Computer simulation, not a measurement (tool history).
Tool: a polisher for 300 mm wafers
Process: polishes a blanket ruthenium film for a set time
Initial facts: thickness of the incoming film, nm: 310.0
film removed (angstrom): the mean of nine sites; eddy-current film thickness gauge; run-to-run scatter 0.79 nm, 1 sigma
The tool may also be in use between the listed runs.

run  hour  flow of slurry (ml/min)  pressure of the wafer on the pad (kPa)  speed of the pad under the wafer (m/s)  polishing time (s)  film removed (angstrom)
  1     0                      225                                    14.5                                    1.24                  88                   1467.5
  2   3.5                      225                                    16.5                                    1.24                  88                     1655
  3   5.6                      225                                    16.5                                    1.24                  92                   1760.2
  4  13.2                      225                                    13.1                                    1.24                  92                   1389.6
  5  14.2                      225                                    13.1                                    1.24                  88                   1336.2
  6  18.2                      225                                    13.1                                     1.5                  88                   1604.2
  7  23.2                      225                                    13.1                                     1.5                  88                   1600.4
  8  31.5                      225                                    12.4                                     1.5                  88                   1528.2
  9  36.5                      225                                    11.7                                     1.5                  88                   1445.9
 10  43.8                      225                                      11                                     1.5                  88                   1345.6

Estimate the outcome of run 11 from the log above:
 11  45.2                      215                                    10.3                                     1.5                  88                        ?

{"run 11": {"film removed (angstrom)": 1260.2}}
